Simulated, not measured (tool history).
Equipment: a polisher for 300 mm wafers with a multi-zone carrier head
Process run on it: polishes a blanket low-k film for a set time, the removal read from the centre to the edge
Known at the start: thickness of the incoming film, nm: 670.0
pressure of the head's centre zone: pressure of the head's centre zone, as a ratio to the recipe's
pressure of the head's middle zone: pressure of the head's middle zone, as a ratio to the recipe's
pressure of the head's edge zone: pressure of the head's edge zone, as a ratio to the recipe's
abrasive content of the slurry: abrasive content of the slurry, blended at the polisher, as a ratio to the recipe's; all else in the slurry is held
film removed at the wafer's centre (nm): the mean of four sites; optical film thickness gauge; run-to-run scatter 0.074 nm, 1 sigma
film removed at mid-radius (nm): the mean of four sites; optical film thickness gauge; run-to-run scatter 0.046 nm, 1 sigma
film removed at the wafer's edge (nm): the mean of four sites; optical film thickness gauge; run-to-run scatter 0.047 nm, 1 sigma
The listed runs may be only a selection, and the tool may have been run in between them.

run	hour	flow of slurry (ml/min)	pressure of the head's centre zone	pressure of the head's middle zone	pressure of the head's edge zone	abrasive content of the slurry	polishing time (s)	film removed at the wafer's centre (nm)	film removed at mid-radius (nm)	film removed at the wafer's edge (nm)
1	0.0	195	1.00	1.00	1.00	1.00	37	9.7725	9.3858	9.1449
2	2.7	190	0.98	1.00	0.98	0.95	36	9.3495	8.9906	8.6768
3	7.2	190	0.98	1.00	0.98	0.75	36	8.3563	8.0898	7.8851
4	13.2	190	0.98	1.00	0.98	0.65	36	7.8232	7.4437	7.4064
5	14.8	190	0.98	1.00	0.98	0.65	29	6.2510	6.0692	5.9159
6	19.2	190	0.98	1.00	0.94	0.65	29	6.1555	6.0821	5.8619
7	21.4	190	0.98	1.00	0.94	0.65	29	6.4083	6.0892	5.8168

What does the tool deliver on the next run?
8	25.9	190	0.96	1.01	0.94	0.65	29	?	?	?

Run 8 produced film removed at the wafer's centre (nm) 6.2149, film removed at mid-radius (nm) 6.1187, film removed at the wafer's edge (nm) 5.8231.
